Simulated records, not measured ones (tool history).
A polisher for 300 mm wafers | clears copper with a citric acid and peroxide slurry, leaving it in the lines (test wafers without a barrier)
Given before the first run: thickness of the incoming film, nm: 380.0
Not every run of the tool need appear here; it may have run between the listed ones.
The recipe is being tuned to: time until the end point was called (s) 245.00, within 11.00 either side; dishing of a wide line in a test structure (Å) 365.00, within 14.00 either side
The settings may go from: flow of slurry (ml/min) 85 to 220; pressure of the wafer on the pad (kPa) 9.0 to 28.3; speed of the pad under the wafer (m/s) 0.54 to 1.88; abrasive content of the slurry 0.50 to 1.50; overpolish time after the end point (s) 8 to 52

| run | day | flow of slurry (ml/min) | pressure of the wafer on the pad (kPa) | speed of the pad under the wafer (m/s) | abrasive content of the slurry | overpolish time after the end point (s) | time until the end point was called (s) | dishing of a wide line in a test structure (Å) |
|---|---|---|---|---|---|---|---|---|
| 1 | 0.000 | 140 | 18.6 | 1.20 | 1.00 | 26 | 157.16 | 366.55 |
| 2 | 0.262 | 140 | 18.6 | 1.20 | 1.20 | 26 | 147.52 | 374.47 |
| 3 | 0.529 | 130 | 17.2 | 1.18 | 1.15 | 29 | 164.48 | 365.85 |
| 4 | 0.558 | 120 | 15.9 | 1.16 | 1.10 | 32 | 190.35 | 354.19 |
| 5 | 0.588 | 120 | 15.9 | 1.16 | 1.10 | 26 | 189.92 | 303.62 |
| 6 | 0.842 | 120 | 17.9 | 1.16 | 1.10 | 26 | 169.99 | 337.30 |
| 7 | 1.054 | 110 | 17.2 | 1.14 | 1.05 | 29 | 182.93 | 341.56 |
| 8 | 1.146 | 105 | 16.5 | 1.12 | 1.00 | 32 | 196.36 | 351.07 |
|  | 1.429 | head pressure recalibrated |
| 9 | 1.429 | 100 | 15.9 | 1.12 | 0.95 | 34 | 195.48 | 371.21 |
| 10 | 1.654 | 100 | 15.2 | 1.10 | 0.95 | 36 | 209.52 | 364.31 |
| 11 | 1.679 | 100 | 15.2 | 1.10 | 0.95 | 36 | 213.84 | 359.98 |
| 12 | 1.883 | 95 | 14.5 | 1.10 | 0.95 | 37 | 230.22 | 343.53 |

5 candidate next runs follow, results not yet known. Just one meets every target within its allowed miss. Identify it.
| A | 2.088 | 105 | 14.5 | 1.08 | 0.90 | 40 | ? | ? |
| B | 2.088 | 90 | 17.2 | 1.04 | 0.70 | 38 | ? | ? |
| C | 2.088 | 95 | 13.8 | 1.28 | 0.90 | 33 | ? | ? |
| D | 2.088 | 90 | 12.4 | 1.24 | 0.80 | 43 | ? | ? |
| E | 2.088 | 90 | 10.3 | 1.24 | 1.20 | 48 | ? | ? |

| move | time until the end point was called (s) | dishing of a wide line in a test structure (Å) |
|---|---|---|
| A | 232.15 | 365.71 |
| B | 226.88 | 363.65 |
| C | 212.76 | 337.53 |
| D | 254.16 | 355.61 |
| E | 273.88 | 357.38 |
A: meets the target for the result that was furthest off, but another lies outside its allowed miss
B: meets the target for the result that was furthest off, but another lies outside its allowed miss
C: the biggest miss grows against the last run
D: all results land within tolerance of their targets
E: meets the target for the result that was furthest off, but another lies outside its allowed miss
Answer: D
